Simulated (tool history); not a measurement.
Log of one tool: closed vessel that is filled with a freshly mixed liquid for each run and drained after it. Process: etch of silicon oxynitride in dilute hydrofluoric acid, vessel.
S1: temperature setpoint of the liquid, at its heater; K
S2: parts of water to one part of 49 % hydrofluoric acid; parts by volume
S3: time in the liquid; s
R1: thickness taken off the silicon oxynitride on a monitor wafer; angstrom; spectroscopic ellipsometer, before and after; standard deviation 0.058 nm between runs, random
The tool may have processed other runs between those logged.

| run | hour | S1 | S2 | S3 | R1 |
|---|---|---|---|---|---|
| 1 | 0 | 297.15 | 275 | 2730 | 201.63 |
| 2 | 4.6 | 295.65 | 285 | 2730 | 182.06 |
| 3 | 7.5 | 295.65 | 285 | 2730 | 181.64 |
| 4 | 9.1 | 295.65 | 285 | 2730 | 180.24 |
| 5 | 12.6 | 295.65 | 285 | 2935 | 194.41 |
| 6 | 17.5 | 294.65 | 295 | 2935 | 179.23 |
|  | 21.1 | thermometer replaced |
| 7 | 21.1 | 290.65 | 365 | 2935 | 105.65 |
| 8 | 23.2 | 291.15 | 365 | 2935 | 109.09 |

Forecast run 9:
| 9 | 26.6 | 291.65 | 365 | 2935 | ? |

{"run 9": {"R1": 111.25}}
